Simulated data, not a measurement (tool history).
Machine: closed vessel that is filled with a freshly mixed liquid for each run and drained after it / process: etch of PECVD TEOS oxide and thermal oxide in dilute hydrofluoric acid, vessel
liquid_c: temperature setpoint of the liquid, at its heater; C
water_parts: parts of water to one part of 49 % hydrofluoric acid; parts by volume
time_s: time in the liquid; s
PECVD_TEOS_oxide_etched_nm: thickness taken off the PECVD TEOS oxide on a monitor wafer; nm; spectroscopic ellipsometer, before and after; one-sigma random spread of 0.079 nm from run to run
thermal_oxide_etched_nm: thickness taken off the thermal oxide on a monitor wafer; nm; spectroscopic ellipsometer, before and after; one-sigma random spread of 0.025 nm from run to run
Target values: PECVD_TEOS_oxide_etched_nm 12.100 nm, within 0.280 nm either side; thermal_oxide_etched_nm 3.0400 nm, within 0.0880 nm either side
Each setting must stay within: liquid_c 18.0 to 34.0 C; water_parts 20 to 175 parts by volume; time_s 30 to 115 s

run	hour	liquid_c	water_parts	time_s	PECVD_TEOS_oxide_etched_nm	thermal_oxide_etched_nm
1	0.0	26.0	95	60	13.358	3.3453
2	5.3	26.0	70	60	18.746	4.6274
3	13.7	26.0	90	60	14.166	3.5252
4	16.7	29.5	90	60	16.118	4.0092
5	22.3	27.0	90	60	14.733	3.6488
6	25.4	27.0	80	60	16.764	4.1866
7	27.4	25.0	80	60	15.384	3.8628
8	35.4	21.0	80	60	13.129	3.2829
9	39.7	21.0	80	60	13.136	3.2767
10	47.3	20.5	80	60	12.904	3.2305
11	48.4	20.0	80	60	12.607	3.1578

4 next moves are on the table. One of them brings every result within its allowed miss. Which?
A	49.5	18.0	130	115	?	?
B	49.5	18.0	105	85	?	?
C	49.5	22.0	85	60	?	?
D	49.5	18.0	105	90	?	?

move	PECVD_TEOS_oxide_etched_nm	thermal_oxide_etched_nm
A	13.033	3.1779
B	12.240	2.9846
C	12.872	3.1388
D	12.960	3.1602
A: the biggest miss grows against the last run
B: every result within its allowed miss
C: the biggest miss grows against the last run
D: the biggest miss grows against the last run
Answer: B

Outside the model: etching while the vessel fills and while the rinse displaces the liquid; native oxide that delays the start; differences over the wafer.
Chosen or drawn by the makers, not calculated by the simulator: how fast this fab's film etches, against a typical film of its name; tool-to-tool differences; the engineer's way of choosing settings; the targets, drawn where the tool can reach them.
